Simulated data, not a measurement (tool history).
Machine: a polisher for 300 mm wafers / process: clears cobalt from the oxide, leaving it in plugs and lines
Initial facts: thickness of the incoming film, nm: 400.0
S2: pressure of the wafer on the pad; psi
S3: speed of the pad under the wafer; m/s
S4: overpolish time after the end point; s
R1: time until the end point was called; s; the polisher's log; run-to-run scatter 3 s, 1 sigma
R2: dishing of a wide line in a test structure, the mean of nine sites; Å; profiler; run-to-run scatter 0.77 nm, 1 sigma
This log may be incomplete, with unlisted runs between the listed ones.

run 1 hour=0 | flow_of_slurry_(ml/min)=310 S2=1.9 S3=1.2 S4=29 | R1=78.64 R2=368.85
run 2 hour=3.5 | flow_of_slurry_(ml/min)=305 S2=1.6 S3=1.12 S4=23 | R1=97.987 R2=352.69
run 3 hour=5.2 | flow_of_slurry_(ml/min)=305 S2=1.6 S3=1.22 S4=23 | R1=87.657 R2=332.6
run 4 hour=9.3 | flow_of_slurry_(ml/min)=305 S2=1.6 S3=1.38 S4=23 | R1=77.677 R2=353.64
run 5 hour=13.3 | flow_of_slurry_(ml/min)=300 S2=1.4 S3=1.24 S4=22 | R1=96.091 R2=333.31
run 6 hour=15.9 | flow_of_slurry_(ml/min)=300 S2=1.4 S3=1.08 S4=22 | R1=106.4 R2=330.37
run 7 hour=23.5 | flow_of_slurry_(ml/min)=290 S2=0.9 S3=0.78 S4=11 | R1=204.4 R2=170.9
run 8 hour=26.5 | flow_of_slurry_(ml/min)=290 S2=1 S3=0.78 S4=19 | R1=183.28 R2=259.55
run 9 hour=31.1 | flow_of_slurry_(ml/min)=290 S2=1 S3=0.78 S4=20 | R1=189.84 R2=254.19
run 10 hour=39 | flow_of_slurry_(ml/min)=290 S2=1.1 S3=0.78 S4=21 | R1=178.34 R2=270.56
run 11 hour=47.5 | flow_of_slurry_(ml/min)=290 S2=1.1 S3=0.78 S4=22 | R1=179.83 R2=267.15
run 12 hour=52.2 | flow_of_slurry_(ml/min)=290 S2=1.1 S3=0.78 S4=23 | R1=179.94 R2=275.06

Estimate the outcome of run 13 from the log above:
run 13 hour=57.6 | flow_of_slurry_(ml/min)=290 S2=1.1 S3=0.78 S4=24 | R1=? R2=?

{"run 13": {"R1": 176.89, "R2": 289.68}}

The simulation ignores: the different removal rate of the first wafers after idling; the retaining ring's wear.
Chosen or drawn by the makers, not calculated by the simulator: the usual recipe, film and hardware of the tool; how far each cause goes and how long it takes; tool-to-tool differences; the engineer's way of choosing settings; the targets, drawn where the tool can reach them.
